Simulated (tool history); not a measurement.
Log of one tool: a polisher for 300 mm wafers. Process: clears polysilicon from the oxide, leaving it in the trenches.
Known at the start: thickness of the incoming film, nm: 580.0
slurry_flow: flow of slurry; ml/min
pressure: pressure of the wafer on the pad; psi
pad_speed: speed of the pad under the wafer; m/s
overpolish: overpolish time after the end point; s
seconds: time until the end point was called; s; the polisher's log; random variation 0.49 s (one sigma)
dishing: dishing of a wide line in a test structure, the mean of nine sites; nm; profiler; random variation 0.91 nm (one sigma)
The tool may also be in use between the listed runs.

| run | day | slurry_flow | pressure | pad_speed | overpolish | seconds | dishing |
|---|---|---|---|---|---|---|---|
| 1 | 0 | 230 | 2.1 | 0.9 | 18 | 62.351 | 51.292 |
| 2 | 0.35 | 230 | 2.2 | 0.9 | 18 | 60.725 | 52.625 |
| 3 | 0.638 | 230 | 2.2 | 0.9 | 11 | 59.266 | 45.776 |
| 4 | 0.971 | 230 | 2.2 | 0.9 | 12 | 59.157 | 49.929 |
| 5 | 1.296 | 230 | 1.8 | 0.9 | 12 | 70.901 | 44.612 |
| 6 | 1.554 | 230 | 1.8 | 0.76 | 12 | 82.986 | 42.071 |
| 7 | 1.833 | 230 | 2 | 0.76 | 13 | 74.641 | 45.536 |
| 8 | 1.896 | 230 | 2 | 0.76 | 13 | 75.81 | 46.846 |
| 9 | 2.021 | 230 | 2.1 | 0.76 | 12 | 73.319 | 45.57 |

The next listed run, before its measurement:
| 10 | 2.308 | 230 | 2.2 | 0.76 | 12 | ? | ? |

seconds: 70.136 s
dishing: 45.583 nm
